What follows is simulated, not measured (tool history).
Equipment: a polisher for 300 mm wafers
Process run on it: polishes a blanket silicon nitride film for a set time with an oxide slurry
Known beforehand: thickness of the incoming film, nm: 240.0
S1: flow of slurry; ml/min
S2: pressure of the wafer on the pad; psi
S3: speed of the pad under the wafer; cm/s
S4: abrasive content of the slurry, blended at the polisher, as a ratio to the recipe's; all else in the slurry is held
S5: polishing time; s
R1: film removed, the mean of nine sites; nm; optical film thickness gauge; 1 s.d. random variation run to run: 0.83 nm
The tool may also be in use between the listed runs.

{"run": 1, "hour": 0.0, "S1": 315, "S2": 4.1, "S3": 92, "S4": 1, "S5": 118, "R1": 77.693}
{"run": 2, "hour": 5.2, "S1": 315, "S2": 4, "S3": 92, "S4": 1, "S5": 118, "R1": 78.74}
{"run": 3, "hour": 8.0, "S1": 315, "S2": 3.9, "S3": 92, "S4": 1, "S5": 118, "R1": 75.512}
{"run": 4, "hour": 12.6, "S1": 315, "S2": 3.9, "S3": 92, "S4": 1.15, "S5": 118, "R1": 82}
{"run": 5, "hour": 17.7, "S1": 315, "S2": 3.8, "S3": 92, "S4": 1.15, "S5": 118, "R1": 77.738}
{"run": 6, "hour": 19.7, "S1": 315, "S2": 3.7, "S3": 92, "S4": 1.15, "S5": 118, "R1": 76.038}
{"run": 7, "hour": 23.7, "S1": 315, "S2": 3.6, "S3": 92, "S4": 1.15, "S5": 118, "R1": 74.06}
{"run": 8, "hour": 24.5, "S1": 315, "S2": 3.5, "S3": 92, "S4": 1.15, "S5": 118, "R1": 72.914}
{"run": 9, "hour": 26.9, "S1": 315, "S2": 3.4, "S3": 92, "S4": 1.15, "S5": 118, "R1": 69.683}
{"run": 10, "hour": 31.3, "S1": 315, "S2": 3.3, "S3": 92, "S4": 1.15, "S5": 118, "R1": 67.892}

Estimate the outcome of run 11 from the log above:
{"run": 11, "hour": 40.3, "S1": 315, "S2": 3, "S3": 92, "S4": 1.15, "S5": 118, "R1": "?"}

For run 11 the tool returned R1 63.202 nm.

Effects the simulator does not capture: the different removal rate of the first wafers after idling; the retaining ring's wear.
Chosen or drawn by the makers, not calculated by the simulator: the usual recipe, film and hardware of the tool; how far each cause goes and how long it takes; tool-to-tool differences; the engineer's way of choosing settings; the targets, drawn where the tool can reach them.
